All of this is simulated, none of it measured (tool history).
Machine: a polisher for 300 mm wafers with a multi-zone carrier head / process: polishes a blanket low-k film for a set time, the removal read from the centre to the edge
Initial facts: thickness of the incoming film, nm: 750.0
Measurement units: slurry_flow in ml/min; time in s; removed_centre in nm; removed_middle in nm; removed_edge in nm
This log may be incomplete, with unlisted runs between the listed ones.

Run 1, hour 0.0: slurry_flow 180 ml/min, centre_zone 1.00, middle_zone 1.00, edge_zone 1.00, slurry_solids 1.00, time 87 s. Result: removed_centre 17.119 nm, removed_middle 17.631 nm, removed_edge 17.356 nm.
Run 2, hour 7.8: slurry_flow 180 ml/min, centre_zone 0.93, middle_zone 1.00, edge_zone 1.00, slurry_solids 1.00, time 87 s. Result: removed_centre 15.995 nm, removed_middle 17.522 nm, removed_edge 17.487 nm.
Run 3, hour 12.2: slurry_flow 180 ml/min, centre_zone 0.93, middle_zone 1.00, edge_zone 1.04, slurry_solids 1.00, time 87 s. Result: removed_centre 16.102 nm, removed_middle 17.349 nm, removed_edge 17.481 nm.
Run 4, hour 17.6: slurry_flow 220 ml/min, centre_zone 0.93, middle_zone 1.00, edge_zone 1.04, slurry_solids 1.00, time 87 s. Result: removed_centre 16.522 nm, removed_middle 17.865 nm, removed_edge 17.915 nm.
Run 5, hour 20.6: slurry_flow 220 ml/min, centre_zone 0.93, middle_zone 1.00, edge_zone 1.04, slurry_solids 0.90, time 87 s. Result: removed_centre 15.683 nm, removed_middle 16.716 nm, removed_edge 17.025 nm.
Run 6, hour 27.3: slurry_flow 215 ml/min, centre_zone 0.92, middle_zone 0.98, edge_zone 1.03, slurry_solids 0.75, time 84 s. Result: removed_centre 12.958 nm, removed_middle 13.446 nm, removed_edge 14.198 nm.
Run 7, hour 29.1: slurry_flow 205 ml/min, centre_zone 0.90, middle_zone 0.95, edge_zone 0.99, slurry_solids 0.75, time 84 s. Result: removed_centre 12.476 nm, removed_middle 13.471 nm, removed_edge 13.685 nm.
Run 8, hour 33.9: slurry_flow 195 ml/min, centre_zone 0.89, middle_zone 0.91, edge_zone 1.00, slurry_solids 0.75, time 84 s. Result: removed_centre 12.080 nm, removed_middle 12.814 nm, removed_edge 13.717 nm.

What will run 9 give?
Run 9, hour 41.2: slurry_flow 190 ml/min, centre_zone 0.89, middle_zone 0.88, edge_zone 0.98, slurry_solids 0.70, time 84 s. Result: removed_centre ?, removed_middle ?, removed_edge ?.

Run 9 gave removed_centre 11.229 nm, removed_middle 11.523 nm, removed_edge 12.914 nm.

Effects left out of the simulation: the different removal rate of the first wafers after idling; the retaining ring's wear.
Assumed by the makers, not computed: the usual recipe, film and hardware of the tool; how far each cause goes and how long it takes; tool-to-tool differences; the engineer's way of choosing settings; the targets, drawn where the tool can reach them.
